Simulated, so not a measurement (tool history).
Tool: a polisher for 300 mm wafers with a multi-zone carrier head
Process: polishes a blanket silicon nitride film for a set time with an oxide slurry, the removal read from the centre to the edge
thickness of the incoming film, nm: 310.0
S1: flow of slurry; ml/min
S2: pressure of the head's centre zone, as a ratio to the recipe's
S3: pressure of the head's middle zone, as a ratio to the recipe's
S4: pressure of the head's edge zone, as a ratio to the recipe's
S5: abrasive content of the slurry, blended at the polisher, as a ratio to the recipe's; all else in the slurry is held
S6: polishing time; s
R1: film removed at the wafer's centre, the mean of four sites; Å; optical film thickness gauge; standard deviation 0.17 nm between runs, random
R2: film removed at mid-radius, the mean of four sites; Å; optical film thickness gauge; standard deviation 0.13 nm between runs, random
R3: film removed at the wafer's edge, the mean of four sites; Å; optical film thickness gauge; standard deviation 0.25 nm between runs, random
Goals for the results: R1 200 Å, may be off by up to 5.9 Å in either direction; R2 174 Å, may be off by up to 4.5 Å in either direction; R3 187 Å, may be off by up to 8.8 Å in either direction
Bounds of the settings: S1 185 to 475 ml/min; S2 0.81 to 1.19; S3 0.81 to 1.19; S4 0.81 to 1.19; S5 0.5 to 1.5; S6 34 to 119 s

run	hour	S1	S2	S3	S4	S5	S6	R1	R2	R3
1	0	305	1	1	1	1	76	377.36	369.93	369.8
2	7.6	305	1	1	1	1	89	440.72	430.07	426.67
3	15.1	260	1	1	1	1	89	431.71	425.8	424.11
4	17.2	260	1	1	1	0.9	89	413.14	402.11	394.82
5	25.8	260	1	1	1	0.9	76	350.31	339.84	334.33
6	33.9	260	1	1	1	0.75	76	309.28	308.44	302.33
7	40.1	255	1	0.97	0.99	0.7	73	285.12	271.44	274.7
8	45.6	250	0.99	0.95	0.96	0.65	72	261.1	252.05	253.29
9	46.4	245	0.99	0.93	0.94	0.65	71	258.59	242.37	254.36
10	53.1	245	1	0.92	0.93	0.65	69	253.82	236.27	245.19
11	61.5	240	1	0.91	0.92	0.65	68	249.07	229.17	236.67
12	69.7	235	1	0.9	0.91	0.65	67	246.81	219.73	233.88
13	76.1	235	1	0.89	0.9	0.65	66	238.19	218.23	222.35
14	77.2	230	1	0.88	0.9	0.65	66	242.86	213.12	223.94
15	82.9	225	0.94	0.82	0.82	0.5	59	160.45	143.3	158.94
16	83.5	230	0.95	0.83	0.84	0.5	59	163.48	145.8	162.46
17	92.1	230	0.96	0.84	0.86	0.5	59	167.25	148.84	160.05
18	97.2	230	0.96	0.84	0.87	0.5	59	166.01	148.04	161.25
19	99.8	230	0.97	0.85	0.88	0.5	59	166.31	147.88	158.74
20	105.7	290	1.03	0.89	0.98	0.75	60	257.72	223.9	239.79
21	114.2	285	1.02	0.88	0.95	0.75	60	254.27	220.88	240.74
22	117.1	270	1.01	0.87	0.93	0.75	60	248.61	215.77	230.54
23	119	260	1	0.86	0.91	0.75	60	245.99	215.95	230.3
24	123	250	0.99	0.85	0.9	0.75	60	242.73	210.82	229.18
25	130.9	240	0.98	0.84	0.89	0.75	60	238.72	207.31	229.53
26	135.1	255	0.98	0.84	0.88	0.75	60	241.78	208.57	228.65
27	144.1	255	0.98	0.84	0.88	0.75	60	242.32	209.33	229.31
28	149.4	250	0.98	0.84	0.87	0.75	60	240.99	209.99	231.66
29	153.4	240	0.98	0.84	0.9	0.75	60	238.9	209.57	232.83
30	154.7	240	0.99	0.85	0.82	0.5	53	154.73	134.83	140.15

Exactly one of the 5 candidate moves below puts every result within its allowed miss. Which one?
A	156	255	1.09	0.85	0.81	0.5	40	?	?	?
B	156	200	1.07	0.83	0.84	0.55	59	?	?	?
C	156	310	0.99	0.86	0.9	0.6	57	?	?	?
D	156	195	0.9	0.9	0.84	0.65	56	?	?	?
E	156	335	1.05	1.08	0.91	0.6	51	?	?	?

move	R1	R2	R3
A	129.9	102.41	106.68
B	199.27	157.4	170.72
C	200.26	175.38	188.09
D	181.11	182.2	184.65
E	191.71	191.08	169.38
A: misses by more than the last run did
B: better than the last run, though not everything is in spec
C: all results in spec
D: carries the result that was furthest off beyond its target, to the other side
E: carries the result that was furthest off beyond its target, to the other side
Correct choice: C, which meets every target

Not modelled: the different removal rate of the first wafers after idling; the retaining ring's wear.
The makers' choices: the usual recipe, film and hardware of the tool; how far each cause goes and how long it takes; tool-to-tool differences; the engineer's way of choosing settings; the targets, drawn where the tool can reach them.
